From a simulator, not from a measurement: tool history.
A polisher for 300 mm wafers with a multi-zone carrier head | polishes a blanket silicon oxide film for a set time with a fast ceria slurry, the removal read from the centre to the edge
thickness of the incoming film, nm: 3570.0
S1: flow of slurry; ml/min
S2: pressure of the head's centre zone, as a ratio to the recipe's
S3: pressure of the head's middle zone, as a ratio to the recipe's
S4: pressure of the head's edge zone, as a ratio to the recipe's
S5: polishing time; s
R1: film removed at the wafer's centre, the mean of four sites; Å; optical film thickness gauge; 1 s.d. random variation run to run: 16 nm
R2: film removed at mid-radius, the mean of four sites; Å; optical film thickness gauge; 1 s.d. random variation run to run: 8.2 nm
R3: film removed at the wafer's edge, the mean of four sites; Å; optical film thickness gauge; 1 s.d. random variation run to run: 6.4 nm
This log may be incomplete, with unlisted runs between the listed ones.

| run | hour | S1 | S2 | S3 | S4 | S5 | R1 | R2 | R3 |
|---|---|---|---|---|---|---|---|---|---|
| 1 | 0 | 195 | 1 | 1 | 1 | 80 | 7989.2 | 8368 | 8232.2 |
| 2 | 7.5 | 195 | 1 | 1 | 1.04 | 80 | 8393.3 | 8363.8 | 8413.1 |
| 3 | 13.6 | 195 | 1 | 1 | 1.04 | 99 | 10153 | 10351 | 10486 |
| 4 | 20 | 215 | 1.05 | 1.03 | 1 | 98 | 10773 | 10547 | 10247 |
| 5 | 26.6 | 230 | 1.07 | 1.06 | 0.98 | 98 | 11007 | 11027 | 10216 |
| 6 | 30.7 | 230 | 1.07 | 0.99 | 0.98 | 98 | 10831 | 10383 | 10178 |

Run 7, settings as shown, results not yet in. Your forecast:
| 7 | 31.6 | 230 | 1.07 | 0.99 | 0.98 | 98 | ? | ? | ? |

R1: 10873 Å
R2: 10372 Å
R3: 10161 Å
